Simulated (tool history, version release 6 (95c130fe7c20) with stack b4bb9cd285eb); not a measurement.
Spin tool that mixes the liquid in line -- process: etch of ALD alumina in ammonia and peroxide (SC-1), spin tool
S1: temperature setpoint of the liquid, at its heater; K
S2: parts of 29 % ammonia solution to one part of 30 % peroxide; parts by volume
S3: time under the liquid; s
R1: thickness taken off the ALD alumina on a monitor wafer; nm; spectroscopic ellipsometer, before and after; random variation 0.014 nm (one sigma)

run,hour,S1,S2,S3,R1
1,0,319.15,0.6,90,3.7405
2,6.1,319.15,0.75,90,3.8067
3,7.5,319.15,0.75,90,3.8115
4,9.7,319.15,0.75,90,3.8075
5,17.5,318.65,0.75,90,3.7403
6,23.4,318.65,0.9,90,3.7723
7,30.7,318.65,0.9,90,3.7638
8,37.4,318.15,0.9,90,3.6881

For run 9, what comes out?
9,39.3,317.65,0.9,90,?

{"run 9": {"R1": 3.56}}
